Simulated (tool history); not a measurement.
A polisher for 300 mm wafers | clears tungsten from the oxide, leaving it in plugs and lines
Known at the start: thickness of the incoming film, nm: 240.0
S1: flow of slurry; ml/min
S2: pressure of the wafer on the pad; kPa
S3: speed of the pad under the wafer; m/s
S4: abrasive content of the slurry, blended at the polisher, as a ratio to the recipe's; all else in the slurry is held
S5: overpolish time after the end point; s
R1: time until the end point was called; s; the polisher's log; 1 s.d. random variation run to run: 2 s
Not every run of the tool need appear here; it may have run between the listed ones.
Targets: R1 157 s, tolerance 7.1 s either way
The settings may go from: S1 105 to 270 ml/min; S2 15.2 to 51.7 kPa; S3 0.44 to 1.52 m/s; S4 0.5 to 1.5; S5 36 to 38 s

| run | day | S1 | S2 | S3 | S4 | S5 | R1 |
|---|---|---|---|---|---|---|---|
| 1 | 0 | 175 | 33.1 | 0.98 | 1 | 36 | 45.921 |
| 2 | 0.079 | 175 | 33.1 | 0.76 | 1 | 36 | 59.889 |
| 3 | 0.15 | 155 | 33.1 | 0.76 | 1 | 36 | 58.898 |
| 4 | 0.188 | 155 | 33.1 | 0.68 | 1 | 36 | 66.268 |
| 5 | 0.396 | 155 | 33.1 | 0.44 | 1 | 36 | 96.765 |
| 6 | 0.683 | 155 | 28.3 | 0.44 | 1 | 36 | 117.25 |
| 7 | 0.825 | 155 | 26.2 | 0.44 | 1 | 36 | 125.1 |
| 8 | 1.15 | 150 | 17.9 | 0.44 | 0.95 | 36 | 182.72 |
| 9 | 1.383 | 150 | 19.3 | 0.44 | 0.95 | 36 | 174.05 |
| 10 | 1.617 | 155 | 22.8 | 0.44 | 0.95 | 36 | 145.98 |

Exercise: of the 5 proposed moves below, exactly one satisfies all targets within the stated allowed misses. Which move is it?
| A | 1.85 | 140 | 16.5 | 0.56 | 1 | 36 | ? |
| B | 1.85 | 140 | 21.4 | 0.44 | 0.7 | 38 | ? |
| C | 1.85 | 180 | 27.6 | 0.44 | 0.8 | 36 | ? |
| D | 1.85 | 145 | 22.8 | 0.44 | 1.05 | 37 | ? |
| E | 1.85 | 140 | 22.8 | 0.48 | 0.75 | 38 | ? |

| move | R1 |
|---|---|
| A | 158.57 |
| B | 171.54 |
| C | 124.62 |
| D | 144.33 |
| E | 146.23 |
A: all results in spec
B: pushes the last run's worst result past its target
C: the biggest miss grows against the last run
D: the biggest miss grows against the last run
E: as far off as the last run
Correct choice: A, which meets every target

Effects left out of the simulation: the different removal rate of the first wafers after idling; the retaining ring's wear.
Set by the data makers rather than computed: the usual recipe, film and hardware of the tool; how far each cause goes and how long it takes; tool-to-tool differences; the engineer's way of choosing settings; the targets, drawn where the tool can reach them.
